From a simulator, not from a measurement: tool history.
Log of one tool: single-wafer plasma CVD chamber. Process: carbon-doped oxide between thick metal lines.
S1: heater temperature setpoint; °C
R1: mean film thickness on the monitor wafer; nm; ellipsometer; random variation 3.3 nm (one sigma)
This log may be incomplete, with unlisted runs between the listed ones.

Run 1, hour 0.0: S1 375 °C, chamber pressure (mTorr) 6180, RF power (W) 525, deposition time (s) 201. Result: R1 877.09 nm.
Run 2, hour 7.1: S1 375 °C, chamber pressure (mTorr) 6180, RF power (W) 570, deposition time (s) 201. Result: R1 934.00 nm.
Run 3, hour 15.0: S1 375 °C, chamber pressure (mTorr) 7160, RF power (W) 570, deposition time (s) 201. Result: R1 947.44 nm.
Run 4, hour 17.8: S1 381 °C, chamber pressure (mTorr) 6280, RF power (W) 515, deposition time (s) 201. Result: R1 861.20 nm.
Run 5, hour 20.3: S1 386 °C, chamber pressure (mTorr) 5620, RF power (W) 475, deposition time (s) 201. Result: R1 785.70 nm.
Run 6, hour 23.1: S1 389 °C, chamber pressure (mTorr) 5130, RF power (W) 445, deposition time (s) 201. Result: R1 733.98 nm.
Run 7, hour 27.8: S1 391 °C, chamber pressure (mTorr) 4810, RF power (W) 420, deposition time (s) 201. Result: R1 679.72 nm.
Run 8, hour 33.1: S1 392 °C, chamber pressure (mTorr) 4550, RF power (W) 410, deposition time (s) 201. Result: R1 657.35 nm.
Run 9, hour 39.2: S1 392 °C, chamber pressure (mTorr) 4340, RF power (W) 405, deposition time (s) 201. Result: R1 647.16 nm.
Run 10, hour 45.0: S1 392 °C, chamber pressure (mTorr) 4180, RF power (W) 400, deposition time (s) 201. Result: R1 628.69 nm.
Run 11, hour 49.0: S1 392 °C, chamber pressure (mTorr) 4080, RF power (W) 400, deposition time (s) 201. Result: R1 630.76 nm.
Run 12, hour 52.0: S1 392 °C, chamber pressure (mTorr) 4080, RF power (W) 400, deposition time (s) 201. Result: R1 628.03 nm.

The next listed run, before its measurement:
Run 13, hour 60.4: S1 392 °C, chamber pressure (mTorr) 3990, RF power (W) 400, deposition time (s) 201. Result: R1 ?.

Logged for run 13: R1 621.72 nm.
